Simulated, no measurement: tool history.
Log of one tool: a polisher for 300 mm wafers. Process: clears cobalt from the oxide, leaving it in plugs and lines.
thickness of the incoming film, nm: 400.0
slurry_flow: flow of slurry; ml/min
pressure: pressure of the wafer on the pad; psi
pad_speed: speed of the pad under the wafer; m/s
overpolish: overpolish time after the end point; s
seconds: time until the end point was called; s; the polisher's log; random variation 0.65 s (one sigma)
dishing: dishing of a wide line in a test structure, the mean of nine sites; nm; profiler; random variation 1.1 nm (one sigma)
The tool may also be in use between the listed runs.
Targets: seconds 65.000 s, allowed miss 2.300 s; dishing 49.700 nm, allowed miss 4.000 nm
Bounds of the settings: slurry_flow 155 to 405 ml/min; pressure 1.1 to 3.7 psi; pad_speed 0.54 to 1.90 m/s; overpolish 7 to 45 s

run,day,slurry_flow,pressure,pad_speed,overpolish,seconds,dishing
1,0.000,260,2.4,1.22,23,54.307,56.036
2,0.288,260,2.3,1.22,20,56.108,53.425
3,0.483,260,2.2,1.22,19,59.210,50.264
4,0.546,260,2.2,1.22,28,58.490,59.181
5,0.808,225,2.2,1.22,28,58.578,56.626
6,1.038,225,2.2,1.22,19,58.834,50.521
7,1.225,225,2.1,1.22,19,62.205,51.933
8,1.367,225,2.1,1.22,18,61.974,49.889

Which of these 5 next moves meets every target?
A,1.508,190,2.2,1.24,17,?,?
B,1.508,230,2.0,1.12,33,?,?
C,1.508,255,2.7,0.90,18,?,?
D,1.508,235,1.9,1.40,18,?,?
E,1.508,345,2.3,0.96,45,?,?

move,seconds,dishing
A,59.937,50.510
B,71.019,56.606
C,65.401,50.057
D,59.884,51.442
E,69.895,58.352
A: further off than the last run
B: takes the result that was furthest off past its target
C: meets every target
D: further off than the last run
E: takes the result that was furthest off past its target
The right move is C.
